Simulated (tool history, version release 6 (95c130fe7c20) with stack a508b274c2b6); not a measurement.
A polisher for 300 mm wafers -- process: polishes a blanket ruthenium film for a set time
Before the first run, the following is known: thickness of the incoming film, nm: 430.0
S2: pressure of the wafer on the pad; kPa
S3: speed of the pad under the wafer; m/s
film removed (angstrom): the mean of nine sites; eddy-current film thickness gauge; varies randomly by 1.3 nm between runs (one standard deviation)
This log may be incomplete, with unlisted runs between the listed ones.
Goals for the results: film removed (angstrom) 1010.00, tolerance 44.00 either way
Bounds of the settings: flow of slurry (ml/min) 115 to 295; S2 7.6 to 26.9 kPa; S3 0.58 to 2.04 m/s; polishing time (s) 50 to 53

Run 1, hour 0.0: flow of slurry (ml/min) 190, S2 17.2 kPa, S3 1.30 m/s, polishing time (s) 50. Result: film removed (angstrom) 744.90.
Run 2, hour 0.8: flow of slurry (ml/min) 190, S2 17.9 kPa, S3 1.30 m/s, polishing time (s) 50. Result: film removed (angstrom) 788.13.
Run 3, hour 5.8: flow of slurry (ml/min) 190, S2 18.6 kPa, S3 1.30 m/s, polishing time (s) 50. Result: film removed (angstrom) 812.12.
Run 4, hour 6.6: flow of slurry (ml/min) 190, S2 18.6 kPa, S3 1.04 m/s, polishing time (s) 50. Result: film removed (angstrom) 670.02.
Run 5, hour 15.0: flow of slurry (ml/min) 190, S2 22.8 kPa, S3 1.04 m/s, polishing time (s) 50. Result: film removed (angstrom) 820.46.
Run 6, hour 22.2: flow of slurry (ml/min) 220, S2 22.8 kPa, S3 1.04 m/s, polishing time (s) 50. Result: film removed (angstrom) 829.61.
Run 7, hour 26.9: flow of slurry (ml/min) 220, S2 23.4 kPa, S3 1.04 m/s, polishing time (s) 50. Result: film removed (angstrom) 857.26.
Run 8, hour 28.2: flow of slurry (ml/min) 220, S2 24.1 kPa, S3 1.04 m/s, polishing time (s) 50. Result: film removed (angstrom) 879.32.
Run 9, hour 30.0: flow of slurry (ml/min) 220, S2 25.5 kPa, S3 1.06 m/s, polishing time (s) 50. Result: film removed (angstrom) 933.16.

Below are 5 possible settings for the next run. Only one of them brings all results inside the allowed miss of their targets. Which is it?
Run A, hour 31.8: flow of slurry (ml/min) 205, S2 26.9 kPa, S3 1.00 m/s, polishing time (s) 50. Result: film removed (angstrom) ?.
Run B, hour 31.8: flow of slurry (ml/min) 215, S2 26.9 kPa, S3 0.80 m/s, polishing time (s) 53. Result: film removed (angstrom) ?.
Run C, hour 31.8: flow of slurry (ml/min) 215, S2 26.9 kPa, S3 1.04 m/s, polishing time (s) 51. Result: film removed (angstrom) ?.
Run D, hour 31.8: flow of slurry (ml/min) 230, S2 26.9 kPa, S3 0.78 m/s, polishing time (s) 53. Result: film removed (angstrom) ?.
Run E, hour 31.8: flow of slurry (ml/min) 250, S2 22.8 kPa, S3 1.04 m/s, polishing time (s) 50. Result: film removed (angstrom) ?.

move  film removed (angstrom)
   A                   941.05
   B                   838.85
   C                   996.63
   D                   828.48
   E                   842.94
A: an improvement on the last run, though not all results are within tolerance
B: lands further from the targets than the last run did
C: every result within its allowed miss
D: lands further from the targets than the last run did
E: lands further from the targets than the last run did
So the answer is move C, the one that meets all the targets.

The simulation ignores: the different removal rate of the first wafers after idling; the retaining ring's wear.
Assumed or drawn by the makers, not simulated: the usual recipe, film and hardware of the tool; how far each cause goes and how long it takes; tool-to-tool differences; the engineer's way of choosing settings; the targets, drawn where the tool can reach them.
